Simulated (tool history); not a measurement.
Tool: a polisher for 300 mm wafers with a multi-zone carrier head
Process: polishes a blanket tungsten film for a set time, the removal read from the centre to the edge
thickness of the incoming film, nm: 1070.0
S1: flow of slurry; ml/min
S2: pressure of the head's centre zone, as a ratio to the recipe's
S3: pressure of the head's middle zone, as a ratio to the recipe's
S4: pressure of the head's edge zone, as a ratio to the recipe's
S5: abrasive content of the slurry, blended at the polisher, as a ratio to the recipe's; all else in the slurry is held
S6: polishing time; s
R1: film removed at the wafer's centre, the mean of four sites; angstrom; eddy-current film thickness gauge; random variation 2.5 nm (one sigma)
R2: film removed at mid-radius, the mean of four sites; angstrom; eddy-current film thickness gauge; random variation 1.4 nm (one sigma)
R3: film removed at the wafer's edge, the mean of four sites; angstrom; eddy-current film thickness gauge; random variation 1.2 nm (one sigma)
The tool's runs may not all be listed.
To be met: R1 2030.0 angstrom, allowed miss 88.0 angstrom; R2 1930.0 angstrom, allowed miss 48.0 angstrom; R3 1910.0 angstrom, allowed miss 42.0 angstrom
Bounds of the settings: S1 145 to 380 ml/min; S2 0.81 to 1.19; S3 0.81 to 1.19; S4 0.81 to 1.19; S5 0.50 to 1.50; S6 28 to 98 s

run,day,S1,S2,S3,S4,S5,S6,R1,R2,R3
1,0.000,245,1.00,1.00,1.00,1.00,63,3423.5,3537.9,3512.3
2,0.304,240,1.00,0.98,0.96,0.90,57,3065.0,3088.5,3015.6
3,0.646,230,0.98,0.95,0.93,0.80,53,2700.2,2671.8,2676.8
4,0.771,225,0.97,0.94,0.90,0.75,50,2504.6,2462.3,2432.0
5,1.029,225,0.97,0.94,0.90,0.75,42,2137.3,2077.7,2043.1
6,1.217,225,0.91,0.94,0.90,0.75,42,2016.7,2060.7,2051.2
7,1.554,215,0.92,0.93,0.88,0.75,42,2015.5,2031.2,2015.1
8,1.621,205,0.93,0.92,0.86,0.75,42,2024.7,2002.3,2021.6

5 next moves are on the table. One of them brings every result within its allowed miss. Which?
A,1.688,220,0.97,0.96,0.81,0.75,41,?,?,?
B,1.688,185,0.98,0.91,0.82,0.60,44,?,?,?
C,1.688,310,0.95,1.01,0.81,0.55,42,?,?,?
D,1.688,190,0.92,0.85,0.88,0.80,46,?,?,?
E,1.688,145,0.87,0.88,0.82,1.00,44,?,?,?

move,R1,R2,R3
A,2057.0,2031.4,1899.6
B,2041.0,1922.8,1905.6
C,2028.4,2106.4,1866.9
D,2209.4,2042.9,2209.4
E,2024.2,2004.4,2072.3
A: brings the result that was furthest off to its target, and leaves another outside
B: meets every target
C: takes the result that was furthest off past its target
D: further off than the last run
E: further off than the last run
Move B is the one to make.

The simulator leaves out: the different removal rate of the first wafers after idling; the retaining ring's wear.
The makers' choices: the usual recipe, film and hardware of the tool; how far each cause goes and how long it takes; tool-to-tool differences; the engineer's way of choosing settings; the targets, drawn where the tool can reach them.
